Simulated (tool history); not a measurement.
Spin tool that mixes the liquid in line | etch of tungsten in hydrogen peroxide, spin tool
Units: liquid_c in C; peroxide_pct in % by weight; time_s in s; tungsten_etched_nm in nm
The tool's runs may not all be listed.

run	day	liquid_c	peroxide_pct	time_s	tungsten_etched_nm
1	0	50	19.5	50	78.97
2	0.346	50	17	50	73.981
3	0.575	43	17	50	48.115
4	0.812	43	20.5	50	52.458
5	0.908	47.5	20.5	50	69.625
6	1.229	47	20.5	50	67.344
7	1.371	47	20.5	50	68.509

Forecast run 8:
8	1.508	47	20.5	50	?

Run 8 gave tungsten_etched_nm 67.383 nm.
